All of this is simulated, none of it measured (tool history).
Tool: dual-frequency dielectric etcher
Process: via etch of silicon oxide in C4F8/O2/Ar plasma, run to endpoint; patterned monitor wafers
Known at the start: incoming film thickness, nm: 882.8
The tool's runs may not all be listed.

run	hour	source power (W)	bias power (W)	endpoint time (s)
1	0	2510	1737	165.78
2	1.4	2290	1737	174.03
3	9	2070	1672	186.99
4	10.9	1940	1661	193.09
5	15	1940	1375	200.04
6	18.4	1940	1108	206.06
7	25.5	1780	1081	218.62

Forecast run 8:
8	26.9	1820	1085	?

{"run 8": {"endpoint time (s)": 215.21}}
